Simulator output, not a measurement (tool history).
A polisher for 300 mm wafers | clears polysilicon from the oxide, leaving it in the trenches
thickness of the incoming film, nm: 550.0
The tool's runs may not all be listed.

run  hour  flow of slurry (ml/min)  pressure of the wafer on the pad (kPa)  speed of the pad under the wafer (cm/s)  overpolish time after the end point (s)  time until the end point was called (s)  dishing of a wide line in a test structure (angstrom)
  1   0.0                      200                                    14.5                                       88                                       25                                   77.615                                                 538.67
  2   8.2                      200                                    14.5                                       88                                       28                                   76.943                                                 562.54
  3   9.6                      195                                    13.8                                       88                                       28                                   80.005                                                 556.14
  4  10.3                      195                                    13.8                                       88                                       18                                   78.700                                                 537.86
  5  19.2                      195                                    13.8                                       88                                       21                                   79.772                                                 523.22
     24.8  -- worn pad replaced by a new one
  6  24.8                      195                                    13.8                                       88                                       28                                   75.090                                                 572.42

Run 7 comes next. What will it give?
  7  26.6                      200                                    13.1                                       88                                       27                                        ?                                                      ?

Run 7 gave time until the end point was called (s) 78.190, dishing of a wide line in a test structure (angstrom) 559.42.
